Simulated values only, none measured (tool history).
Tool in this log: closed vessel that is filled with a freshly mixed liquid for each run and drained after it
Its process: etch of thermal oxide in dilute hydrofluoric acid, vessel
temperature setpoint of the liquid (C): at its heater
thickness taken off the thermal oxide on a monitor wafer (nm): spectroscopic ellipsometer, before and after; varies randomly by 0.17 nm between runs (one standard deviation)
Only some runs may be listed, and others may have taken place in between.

| run | hour | temperature setpoint of the liquid (C) | parts of water to one part of 49 % hydrofluoric acid (parts by volume) | time in the liquid (s) | thickness taken off the thermal oxide on a monitor wafer (nm) |
|---|---|---|---|---|---|
| 1 | 0 | 21 | 115 | 755 | 29.555 |
| 2 | 3.7 | 23.5 | 110 | 755 | 34.18 |
| 3 | 6.2 | 23.5 | 110 | 805 | 36.457 |
| 4 | 8.6 | 20.5 | 110 | 805 | 32.604 |
| 5 | 10.3 | 17 | 110 | 805 | 27.969 |
| 6 | 14.8 | 17 | 155 | 805 | 18.979 |
| 7 | 22.9 | 20.5 | 145 | 805 | 23.788 |
| 8 | 25 | 23 | 135 | 805 | 28.308 |
| 9 | 29.9 | 27 | 100 | 805 | 46.483 |

For run 10, what comes out?
| 10 | 34.2 | 26.5 | 100 | 805 | ? |

thickness taken off the thermal oxide on a monitor wafer (nm): 45.799
